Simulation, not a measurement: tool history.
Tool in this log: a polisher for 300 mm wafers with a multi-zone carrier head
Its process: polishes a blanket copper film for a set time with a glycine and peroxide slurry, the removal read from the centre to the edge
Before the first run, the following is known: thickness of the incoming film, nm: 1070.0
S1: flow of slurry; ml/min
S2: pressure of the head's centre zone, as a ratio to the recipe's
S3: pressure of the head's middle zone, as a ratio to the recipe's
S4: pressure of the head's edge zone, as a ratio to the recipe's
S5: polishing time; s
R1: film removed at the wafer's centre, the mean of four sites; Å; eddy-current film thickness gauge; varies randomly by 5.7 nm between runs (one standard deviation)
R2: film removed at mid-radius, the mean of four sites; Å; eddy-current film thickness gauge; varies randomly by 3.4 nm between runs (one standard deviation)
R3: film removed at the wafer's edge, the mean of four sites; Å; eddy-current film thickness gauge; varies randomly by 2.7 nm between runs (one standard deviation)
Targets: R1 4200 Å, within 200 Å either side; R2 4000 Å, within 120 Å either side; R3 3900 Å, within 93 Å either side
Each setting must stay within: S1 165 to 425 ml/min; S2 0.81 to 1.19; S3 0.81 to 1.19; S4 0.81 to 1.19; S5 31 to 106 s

run	hour	S1	S2	S3	S4	S5	R1	R2	R3
1	0	275	1	1	1	68	4463.5	4552.3	4593.2
2	8.6	275	0.93	1	1	68	4194.4	4634.7	4533.1
3	11.9	210	0.93	1	1	68	4158.4	4465.6	4493.1
4	13.4	210	0.86	1	1	68	3716.7	4492.9	4525.5
5	20.3	210	0.89	0.99	0.97	67	3826.6	4437.4	4390.9
6	23.5	210	0.94	0.99	0.97	67	3934.8	4419.5	4337.5
7	31.8	210	0.98	0.97	0.95	66	4298.4	4227.6	4179.6
8	32.7	195	0.96	0.94	0.87	64	3941.9	4003.4	4008.2
9	39.1	195	0.97	0.94	0.86	64	3902.9	3996.8	3944.6

Which one of the following 5 next-run settings gets every result inside its allowed miss? There is exactly one.
A	45.5	215	0.93	0.92	0.88	64	?	?	?
B	45.5	335	0.91	1	0.94	59	?	?	?
C	45.5	200	0.88	0.97	0.87	62	?	?	?
D	45.5	170	0.87	0.95	0.87	64	?	?	?
E	45.5	245	1.05	0.96	0.9	61	?	?	?

move	R1	R2	R3
A	3710.3	3931.2	4015.8
B	3504.9	4020	3927.9
C	3370.5	3930.6	3845.9
D	3365.7	3918.6	3914.4
E	4057.9	3917.3	3902.4
A: misses by more than the last run did
B: misses by more than the last run did
C: misses by more than the last run did
D: misses by more than the last run did
E: each result inside its tolerance
So the answer is move E, the one that meets all the targets.
